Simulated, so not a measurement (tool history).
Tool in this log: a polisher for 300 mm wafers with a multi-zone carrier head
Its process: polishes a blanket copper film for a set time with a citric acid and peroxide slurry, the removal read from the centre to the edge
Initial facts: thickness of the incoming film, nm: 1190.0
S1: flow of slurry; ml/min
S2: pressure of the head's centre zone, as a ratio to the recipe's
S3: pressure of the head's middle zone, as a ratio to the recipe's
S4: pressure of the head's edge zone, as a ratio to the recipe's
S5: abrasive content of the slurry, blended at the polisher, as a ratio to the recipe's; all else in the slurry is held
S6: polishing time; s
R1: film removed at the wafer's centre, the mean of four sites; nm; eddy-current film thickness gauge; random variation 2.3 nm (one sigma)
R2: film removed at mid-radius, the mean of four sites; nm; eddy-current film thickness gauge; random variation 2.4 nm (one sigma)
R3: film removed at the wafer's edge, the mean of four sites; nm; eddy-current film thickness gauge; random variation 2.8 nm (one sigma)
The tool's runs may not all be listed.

| run | hour | S1 | S2 | S3 | S4 | S5 | S6 | R1 | R2 | R3 |
|---|---|---|---|---|---|---|---|---|---|---|
| 1 | 0.0 | 305 | 1.00 | 1.00 | 1.00 | 1.00 | 88 | 207.34 | 202.65 | 209.72 |
| 2 | 3.3 | 320 | 1.06 | 1.01 | 1.01 | 1.10 | 89 | 226.54 | 210.88 | 212.25 |
| 3 | 10.0 | 320 | 1.06 | 1.01 | 1.09 | 1.10 | 89 | 226.77 | 211.64 | 218.46 |
| 4 | 14.7 | 320 | 1.02 | 1.01 | 1.09 | 1.10 | 89 | 215.01 | 211.19 | 221.81 |
| 5 | 22.5 | 320 | 1.02 | 1.05 | 1.09 | 1.10 | 89 | 215.37 | 215.06 | 225.58 |
| 6 | 31.4 | 320 | 1.02 | 1.05 | 1.05 | 1.10 | 89 | 218.25 | 216.44 | 214.77 |
| 7 | 39.9 | 320 | 1.07 | 1.04 | 1.07 | 1.20 | 90 | 233.38 | 222.52 | 222.49 |
|  | 40.6 | edge zone pressure recalibrated |
| 8 | 40.6 | 330 | 1.11 | 1.02 | 1.08 | 1.25 | 91 | 248.33 | 221.85 | 219.66 |

Run 9 comes next. What will it give?
| 9 | 41.4 | 325 | 1.13 | 1.01 | 1.10 | 1.30 | 93 | ? | ? | ? |

Logged for run 9: R1 258.77 nm, R2 227.37 nm, R3 224.91 nm.

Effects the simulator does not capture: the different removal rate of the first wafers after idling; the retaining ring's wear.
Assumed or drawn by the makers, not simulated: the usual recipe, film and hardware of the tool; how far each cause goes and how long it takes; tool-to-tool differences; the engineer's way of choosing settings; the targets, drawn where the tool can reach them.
